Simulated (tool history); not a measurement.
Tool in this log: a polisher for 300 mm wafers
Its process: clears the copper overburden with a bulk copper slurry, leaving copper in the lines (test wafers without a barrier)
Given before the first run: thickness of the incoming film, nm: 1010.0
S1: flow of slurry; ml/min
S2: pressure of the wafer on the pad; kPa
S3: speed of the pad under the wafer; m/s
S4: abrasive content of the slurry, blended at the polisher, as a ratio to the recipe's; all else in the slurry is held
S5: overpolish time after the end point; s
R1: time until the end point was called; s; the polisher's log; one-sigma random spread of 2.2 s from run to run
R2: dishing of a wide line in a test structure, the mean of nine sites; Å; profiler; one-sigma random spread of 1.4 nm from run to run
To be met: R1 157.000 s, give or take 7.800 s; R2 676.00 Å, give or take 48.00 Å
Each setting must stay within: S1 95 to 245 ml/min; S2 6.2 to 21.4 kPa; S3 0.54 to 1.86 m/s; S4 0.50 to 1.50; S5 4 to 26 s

run,hour,S1,S2,S3,S4,S5,R1,R2
1,0.0,155,13.8,1.18,1.00,13,126.550,575.98
2,4.8,155,13.8,1.40,1.00,13,105.830,645.58
3,5.7,155,13.1,1.40,1.00,14,113.140,643.71
4,12.7,155,13.1,1.40,1.00,11,109.550,553.63
5,14.3,155,12.4,1.40,1.00,12,112.740,545.05
6,20.2,155,12.4,1.64,1.00,12,99.789,616.17
7,22.7,155,11.7,1.62,1.00,13,103.140,608.62
8,29.6,155,11.0,1.60,1.00,14,111.630,647.40
9,32.4,155,10.3,1.60,1.00,15,117.110,640.80
10,38.8,155,9.7,1.60,1.00,16,120.800,640.26
11,43.8,155,9.0,1.60,1.00,17,124.190,642.48
12,46.1,155,9.0,1.60,1.00,17,125.880,639.51
13,54.5,155,9.0,1.60,1.00,18,129.520,654.41
14,57.6,155,9.0,1.60,1.00,19,125.930,673.49
15,61.4,155,9.0,1.60,1.00,20,125.910,692.19
16,70.3,150,7.6,1.58,1.00,22,146.140,669.06
17,78.6,140,7.6,1.58,1.00,23,149.650,660.83
18,82.1,135,7.6,1.58,1.00,24,149.430,685.97

5 candidate next runs follow, results not yet known. Just one meets every target within its allowed miss. Identify it.
A,85.6,120,9.7,1.34,0.95,23,?,?
B,85.6,145,8.3,1.48,1.05,21,?,?
C,85.6,140,8.3,1.66,0.90,22,?,?
D,85.6,140,8.3,1.66,1.05,24,?,?
E,85.6,95,9.7,1.52,0.85,18,?,?

move,R1,R2
A,156.470,681.54
B,147.850,655.58
C,138.350,695.59
D,133.090,738.86
E,151.790,600.97
A: in spec on every target
B: misses by more than the last run did
C: misses by more than the last run did
D: misses by more than the last run did
E: meets the target for the result that was furthest off, but another lies outside its allowed miss
Correct choice: A, which meets every target
